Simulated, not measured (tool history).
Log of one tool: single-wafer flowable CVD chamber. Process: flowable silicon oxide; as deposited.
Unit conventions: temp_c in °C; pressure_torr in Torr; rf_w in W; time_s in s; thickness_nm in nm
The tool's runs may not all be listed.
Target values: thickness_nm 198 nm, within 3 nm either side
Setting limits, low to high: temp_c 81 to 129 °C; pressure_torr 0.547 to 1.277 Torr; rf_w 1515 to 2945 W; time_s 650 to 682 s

run,hour,temp_c,pressure_torr,rf_w,time_s,thickness_nm
1,0,105,0.912,2230,682,423.7
2,3,105,1.073,2230,682,495.31
3,5.3,105,1.157,2230,682,534.09
4,7.1,109,1.119,2225,682,457.29
5,10.6,113,1.08,2220,682,392.41
6,11.4,105,1.08,2220,682,496.55
7,20.2,109,1.043,2215,682,428.16
8,24.2,113,1.008,2210,682,366.18
9,30,116,0.981,2205,682,326.3
10,34.1,118,0.959,2200,682,301.88

Consider the 5 candidate settings below. Which is the only one whose results all fall within their allowed miss of target?
A,38.2,107,0.888,2725,682,?
B,38.2,102,1.25,1960,682,?
C,38.2,115,1.054,2000,681,?
D,38.2,129,0.738,2360,650,?
E,38.2,123,0.798,1800,650,?

move,thickness_nm
A,400.01
B,610.27
C,353.47
D,169.85
E,199.42
A: its largest miss is bigger than the last run's
B: its largest miss is bigger than the last run's
C: its largest miss is bigger than the last run's
D: pushes the last run's worst result past its target
E: each result inside its tolerance
E meets every target.
